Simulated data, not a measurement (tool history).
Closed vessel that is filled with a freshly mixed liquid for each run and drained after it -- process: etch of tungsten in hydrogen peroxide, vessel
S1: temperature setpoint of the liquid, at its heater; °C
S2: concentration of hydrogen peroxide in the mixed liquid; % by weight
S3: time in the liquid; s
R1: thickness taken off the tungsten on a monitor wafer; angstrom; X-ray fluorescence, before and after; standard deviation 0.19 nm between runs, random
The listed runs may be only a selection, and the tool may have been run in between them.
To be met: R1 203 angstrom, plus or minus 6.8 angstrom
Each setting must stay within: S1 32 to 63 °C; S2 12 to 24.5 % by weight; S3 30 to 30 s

Run 1, hour 0: S1 47 °C, S2 16.5 % by weight, S3 30 s. Result: R1 483.13 angstrom.
Run 2, hour 7.7: S1 43.5 °C, S2 16.5 % by weight, S3 30 s. Result: R1 383.74 angstrom.
Run 3, hour 15.1: S1 41 °C, S2 16.5 % by weight, S3 30 s. Result: R1 327.56 angstrom.
Run 4, hour 23.4: S1 41 °C, S2 16.5 % by weight, S3 30 s. Result: R1 333.67 angstrom.
Run 5, hour 25.3: S1 39 °C, S2 16.5 % by weight, S3 30 s. Result: R1 288.5 angstrom.
Run 6, hour 26.3: S1 37.5 °C, S2 16.5 % by weight, S3 30 s. Result: R1 259.83 angstrom.
Run 7, hour 31.9: S1 36.5 °C, S2 16.5 % by weight, S3 30 s. Result: R1 242.81 angstrom.
Run 8, hour 37.3: S1 33 °C, S2 16.5 % by weight, S3 30 s. Result: R1 196.11 angstrom.

Exercise: of the 5 proposed moves below, exactly one satisfies all targets within the stated allowed misses. Which move is it?
Run A, hour 42.7: S1 34.5 °C, S2 13 % by weight, S3 30 s. Result: R1 ?.
Run B, hour 42.7: S1 32.5 °C, S2 20 % by weight, S3 30 s. Result: R1 ?.
Run C, hour 42.7: S1 32 °C, S2 18 % by weight, S3 30 s. Result: R1 ?.
Run D, hour 42.7: S1 32 °C, S2 17.5 % by weight, S3 30 s. Result: R1 ?.
Run E, hour 42.7: S1 33 °C, S2 15 % by weight, S3 30 s. Result: R1 ?.

move      R1
   A  190.07
   B  205.83
   C   188.7
   D  186.06
   E  184.43
A: its largest miss is bigger than the last run's
B: every result lands within tolerance
C: its largest miss is bigger than the last run's
D: its largest miss is bigger than the last run's
E: its largest miss is bigger than the last run's
The move that meets every target is B.
